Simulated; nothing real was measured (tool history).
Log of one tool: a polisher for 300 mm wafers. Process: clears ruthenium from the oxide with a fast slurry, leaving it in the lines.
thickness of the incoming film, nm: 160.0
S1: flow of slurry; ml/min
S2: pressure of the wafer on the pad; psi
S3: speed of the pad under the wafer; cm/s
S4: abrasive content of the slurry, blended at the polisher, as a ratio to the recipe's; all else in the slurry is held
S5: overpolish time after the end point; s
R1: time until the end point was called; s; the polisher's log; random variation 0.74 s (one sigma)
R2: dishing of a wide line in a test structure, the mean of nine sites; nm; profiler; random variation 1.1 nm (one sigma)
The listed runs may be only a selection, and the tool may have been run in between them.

run  hour   S1   S2   S3   S4  S5      R1      R2
  1   0.0  275  2.2  106  1.0  22  43.418  69.019
  2   6.4  275  2.0  106  1.0  23  47.726  63.944
  3  12.8  275  2.0  106  1.0  30  47.209  81.460
  4  18.4  310  2.0  106  1.0  30  47.346  81.770
  5  22.0  310  2.0  106  1.0  26  47.919  69.458
  6  24.5  310  1.9  106  1.0  27  49.209  70.179

Predict the results of run 7:
  7  31.2  310  1.8  106  1.0  27   ?   ?

{"run 7": {"R1": 52.389, "R2": 67.961}}
